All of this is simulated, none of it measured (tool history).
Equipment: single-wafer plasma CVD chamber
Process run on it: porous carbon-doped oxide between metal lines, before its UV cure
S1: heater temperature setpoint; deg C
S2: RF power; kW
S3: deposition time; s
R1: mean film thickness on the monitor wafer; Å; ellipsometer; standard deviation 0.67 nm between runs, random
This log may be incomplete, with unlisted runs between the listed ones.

run  hour   S1     S2    S3      R1
  1   0.0  320  0.580  29.4  1505.7
  2   8.1  320  0.535  29.4  1433.1
  3  13.0  315  0.565  29.5  1528.0
  4  18.1  322  0.565  29.5  1474.8
  5  21.5  317  0.590  29.6  1562.1
  6  27.8  317  0.590  29.4  1554.2
  7  36.5  313  0.600  29.4  1594.6
  8  42.5  313  0.600  29.4  1595.8
  9  44.6  310  0.610  29.4  1649.4

For run 10, what comes out?
 10  46.6  308  0.615  29.4   ?

R1: 1672.2 Å
